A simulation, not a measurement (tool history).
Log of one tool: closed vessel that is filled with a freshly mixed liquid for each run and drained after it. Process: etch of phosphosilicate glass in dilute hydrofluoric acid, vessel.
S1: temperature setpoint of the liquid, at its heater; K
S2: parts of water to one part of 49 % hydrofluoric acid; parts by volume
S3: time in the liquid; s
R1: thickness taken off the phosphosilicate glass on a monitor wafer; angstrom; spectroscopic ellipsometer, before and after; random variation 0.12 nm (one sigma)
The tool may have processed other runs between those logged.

{"run": 1, "hour": 0.0, "S1": 298.15, "S2": 140, "S3": 35, "R1": 141.91}
{"run": 2, "hour": 3.9, "S1": 298.65, "S2": 140, "S3": 35, "R1": 145.31}
{"run": 3, "hour": 10.6, "S1": 299.15, "S2": 140, "S3": 35, "R1": 148.77}
{"run": 4, "hour": 13.7, "S1": 299.15, "S2": 170, "S3": 35, "R1": 117.43}
{"run": 5, "hour": 15.1, "S1": 299.65, "S2": 170, "S3": 35, "R1": 120.9}
{"run": 6, "hour": 18.7, "S1": 300.15, "S2": 170, "S3": 35, "R1": 120.66}
{"run": 7, "hour": 24.9, "S1": 300.65, "S2": 165, "S3": 35, "R1": 130.24}
{"run": 8, "hour": 30.1, "S1": 301.15, "S2": 165, "S3": 35, "R1": 132.77}

What does the tool deliver on the next run?
{"run": 9, "hour": 36.1, "S1": 301.65, "S2": 165, "S3": 35, "R1": "?"}

{"run 9": {"R1": 134.85}}
